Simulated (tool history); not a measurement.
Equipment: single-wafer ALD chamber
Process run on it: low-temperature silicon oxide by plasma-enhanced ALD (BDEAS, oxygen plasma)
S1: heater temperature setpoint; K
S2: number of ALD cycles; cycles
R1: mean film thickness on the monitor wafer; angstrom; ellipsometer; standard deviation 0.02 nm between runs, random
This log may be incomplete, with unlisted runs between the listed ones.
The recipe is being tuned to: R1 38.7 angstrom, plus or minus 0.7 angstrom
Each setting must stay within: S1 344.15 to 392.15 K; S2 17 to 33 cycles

run	hour	S1	S2	R1
1	0	368.15	25	33.376
2	5.6	373.15	25	33.13
3	13.8	373.15	22	28.964
4	14.9	363.15	22	29.69
5	18.4	373.15	22	28.982
6	23.5	370.15	23	30.928
7	26.9	368.15	24	32.094
8	30.7	366.15	25	33.719
9	39.3	366.15	25	33.364
10	41.8	366.15	25	33.762

5 candidate next runs follow, results not yet known. Just one meets every target within its allowed miss. Identify it.
A	44.3	361.15	27	?
B	44.3	370.15	28	?
C	44.3	362.15	27	?
D	44.3	367.15	29	?
E	44.3	371.15	28	?

move	R1
A	36.885
B	37.2
C	36.772
D	38.891
E	37.083
A: nearer the targets than the last run, but a result is still out of spec
B: nearer the targets than the last run, but a result is still out of spec
C: nearer the targets than the last run, but a result is still out of spec
D: in spec on every target
E: nearer the targets than the last run, but a result is still out of spec
Move D is the one to make.
